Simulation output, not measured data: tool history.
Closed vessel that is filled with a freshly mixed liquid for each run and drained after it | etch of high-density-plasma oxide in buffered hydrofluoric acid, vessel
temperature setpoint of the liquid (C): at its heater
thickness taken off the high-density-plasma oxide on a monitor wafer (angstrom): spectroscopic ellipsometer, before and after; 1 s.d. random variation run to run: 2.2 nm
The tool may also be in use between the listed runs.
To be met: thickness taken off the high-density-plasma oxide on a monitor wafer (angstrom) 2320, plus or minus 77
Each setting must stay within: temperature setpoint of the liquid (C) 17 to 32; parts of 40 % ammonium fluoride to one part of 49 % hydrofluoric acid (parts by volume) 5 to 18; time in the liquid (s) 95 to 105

run  hour  temperature setpoint of the liquid (C)  parts of 40 % ammonium fluoride to one part of 49 % hydrofluoric acid (parts by volume)  time in the liquid (s)  thickness taken off the high-density-plasma oxide on a monitor wafer (angstrom)
  1     0                                      25                                                                                       11                      95                                                                           1251.3
  2     3                                      25                                                                                       14                      95                                                                           970.36
  3  11.5                                      28                                                                                       14                      95                                                                           1157.8
  4  14.9                                      30                                                                                       14                      95                                                                           1275.9
  5  21.7                                      30                                                                                     11.5                      95                                                                           1548.6
  6  29.9                                    28.5                                                                                     11.5                      95                                                                           1431.7
  7  38.1                                      29                                                                                       11                      95                                                                           1526.4
  8  45.9                                      32                                                                                      7.5                      95                                                                           2554.7
  9  46.7                                    31.5                                                                                      7.5                      95                                                                           2486.9
 10  53.8                                      31                                                                                      7.5                      95                                                                           2472.4

4 next moves are on the table. One of them brings every result within its allowed miss. Which?
  A  60.9                                      32                                                                                      7.5                      95                                                                                ?
  B  60.9                                    28.5                                                                                        7                     105                                                                                ?
  C  60.9                                      29                                                                                      7.5                     100                                                                                ?
  D  60.9                                    29.5                                                                                      7.5                     105                                                                                ?

move  thickness taken off the high-density-plasma oxide on a monitor wafer (angstrom)
   A                                                                           2569.9
   B                                                                           2548.1
   C                                                                           2313.1
   D                                                                           2493.5
A: misses by more than the last run did
B: misses by more than the last run did
C: in spec on every target
D: misses by more than the last run did
The move that meets every target is C.
